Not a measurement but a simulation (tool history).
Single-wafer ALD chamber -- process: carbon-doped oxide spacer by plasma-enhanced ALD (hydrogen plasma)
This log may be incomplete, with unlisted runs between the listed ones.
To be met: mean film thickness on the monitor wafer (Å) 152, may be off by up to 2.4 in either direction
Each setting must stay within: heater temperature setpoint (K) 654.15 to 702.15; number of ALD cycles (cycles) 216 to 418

run  hour  heater temperature setpoint (K)  number of ALD cycles (cycles)  mean film thickness on the monitor wafer (Å)
  1     0                           678.15                            317                                        140.77
  2   5.2                           678.15                            359                                        159.16
  3  12.3                           678.15                            335                                        149.33
  4    13                           678.15                            352                                        156.17
  5    21                           678.15                            386                                        172.11
  6  22.6                           680.15                            380                                        166.41
  7  25.3                           683.15                            379                                        165.42
  8  29.4                           685.15                            376                                        162.97
  9    33                           685.15                            376                                        163.29

Which single option among these 4 for the next run brings every result within its allowed miss of target? Just one does.
  A  36.6                           678.15                            410                                             ?
  B  36.6                           694.15                            346                                             ?
  C  36.6                           697.15                            363                                             ?
  D  36.6                           678.15                            408                                             ?

move  mean film thickness on the monitor wafer (Å)
   A                                        181.85
   B                                        146.89
   C                                        152.81
   D                                        180.97
A: the biggest miss grows against the last run
B: pushes the last run's worst result past its target
C: in spec on every target
D: the biggest miss grows against the last run
The move that meets every target is C.
